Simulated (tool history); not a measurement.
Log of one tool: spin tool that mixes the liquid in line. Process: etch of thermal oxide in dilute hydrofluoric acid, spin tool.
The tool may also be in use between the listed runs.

run	hour	temperature setpoint of the liquid (°C)	parts of water to one part of 49 % hydrofluoric acid (parts by volume)	time under the liquid (s)	thickness taken off the thermal oxide on a monitor wafer (Å)
1	0	24	95	100	53.151
2	5.3	24	65	100	81.137
3	12.2	24	65	75	61.593
4	15.6	24	95	75	40.274
5	19.9	25	85	75	47.828
6	24.9	25	55	75	75.938
7	26.7	26	50	75	87.978
8	34.9	27	50	75	91.883

Run 9 comes next. What will it give?
9	36.7	28	50	75	?

{"run 9": {"thickness taken off the thermal oxide on a monitor wafer (Å)": 94.068}}
